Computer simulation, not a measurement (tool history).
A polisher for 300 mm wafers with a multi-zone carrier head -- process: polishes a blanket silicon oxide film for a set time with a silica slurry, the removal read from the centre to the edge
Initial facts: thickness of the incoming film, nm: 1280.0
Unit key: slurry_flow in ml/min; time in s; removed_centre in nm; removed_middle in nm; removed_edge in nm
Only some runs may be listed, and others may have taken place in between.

run,day,slurry_flow,centre_zone,middle_zone,edge_zone,slurry_solids,time,removed_centre,removed_middle,removed_edge
1,0,250,1,1,1,1,79,221.42,225.3,220.32
2,0.329,245,0.98,0.99,0.97,0.9,77,201.16,210.44,200.03
3,0.612,245,0.98,0.94,0.97,0.9,77,203.64,201.58,200.87
4,0.892,245,0.98,0.94,0.91,0.9,77,203.18,203.04,194.22
5,1.083,235,0.95,0.92,0.9,0.8,76,181.38,184.15,180.28
6,1.308,235,0.95,0.92,0.86,0.8,76,181.97,181.47,175.37
7,1.612,230,0.93,0.92,0.85,0.75,76,171.24,178.59,169.05
8,1.888,225,0.92,0.91,0.84,0.7,76,167.29,167.04,161.72
9,2.029,215,0.9,0.91,0.83,0.65,76,155.58,159.84,154.51
10,2.279,205,0.89,0.91,0.83,0.65,76,150.03,158.23,152.9
11,2.329,175,0.87,0.92,0.81,0.55,76,129.47,144.38,136.2

What will run 12 give?
12,2.671,180,0.87,0.92,0.81,0.55,76,?,?,?

Run 12 gave removed_centre 130.08 nm, removed_middle 145.74 nm, removed_edge 135.95 nm.
